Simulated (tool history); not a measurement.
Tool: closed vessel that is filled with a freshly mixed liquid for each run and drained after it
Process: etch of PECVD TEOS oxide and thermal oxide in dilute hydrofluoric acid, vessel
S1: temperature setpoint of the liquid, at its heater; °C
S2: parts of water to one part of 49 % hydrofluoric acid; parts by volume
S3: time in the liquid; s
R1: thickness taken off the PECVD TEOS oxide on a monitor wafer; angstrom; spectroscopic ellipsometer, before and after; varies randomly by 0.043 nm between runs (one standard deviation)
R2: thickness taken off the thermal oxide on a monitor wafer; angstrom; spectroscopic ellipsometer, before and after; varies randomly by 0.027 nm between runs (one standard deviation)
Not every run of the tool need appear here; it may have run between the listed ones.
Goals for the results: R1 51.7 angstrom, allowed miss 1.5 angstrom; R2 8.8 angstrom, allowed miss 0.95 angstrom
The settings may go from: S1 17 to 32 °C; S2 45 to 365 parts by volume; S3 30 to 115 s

{"run": 1, "hour": 0.0, "S1": 24, "S2": 205, "S3": 60, "R1": 68.095, "R2": 11.926}
{"run": 2, "hour": 3.4, "S1": 22.5, "S2": 205, "S3": 60, "R1": 63.776, "R2": 10.993}
{"run": 3, "hour": 8.2, "S1": 21.5, "S2": 205, "S3": 60, "R1": 61.257, "R2": 10.758}
{"run": 4, "hour": 9.2, "S1": 20.5, "S2": 205, "S3": 60, "R1": 59.003, "R2": 10.102}
{"run": 5, "hour": 13.6, "S1": 20.5, "S2": 245, "S3": 60, "R1": 47.082, "R2": 7.9954}
{"run": 6, "hour": 20.5, "S1": 20.5, "S2": 205, "S3": 60, "R1": 59.957, "R2": 10.384}
{"run": 7, "hour": 24.0, "S1": 19.5, "S2": 205, "S3": 60, "R1": 56.74, "R2": 9.4252}
{"run": 8, "hour": 32.4, "S1": 19, "S2": 210, "S3": 60, "R1": 54.469, "R2": 9.3465}

Consider the 5 candidate settings below. Which is the only one whose results all fall within their allowed miss of target?
{"run": "A", "hour": 40.8, "S1": 19, "S2": 210, "S3": 65, "R1": "?", "R2": "?"}
{"run": "B", "hour": 40.8, "S1": 20.5, "S2": 180, "S3": 50, "R1": "?", "R2": "?"}
{"run": "C", "hour": 40.8, "S1": 19, "S2": 200, "S3": 60, "R1": "?", "R2": "?"}
{"run": "D", "hour": 40.8, "S1": 19.5, "S2": 220, "S3": 70, "R1": "?", "R2": "?"}
{"run": "E", "hour": 40.8, "S1": 20, "S2": 225, "S3": 60, "R1": "?", "R2": "?"}

move=A R1=59.097 R2=10.065
move=B R1=57.897 R2=9.8608
move=C R1=57.827 R2=9.849
move=D R1=61.348 R2=10.449
move=E R1=52.158 R2=8.8834
A: misses by more than the last run did
B: misses by more than the last run did
C: misses by more than the last run did
D: misses by more than the last run did
E: all results land within tolerance of their targets
Answer: E
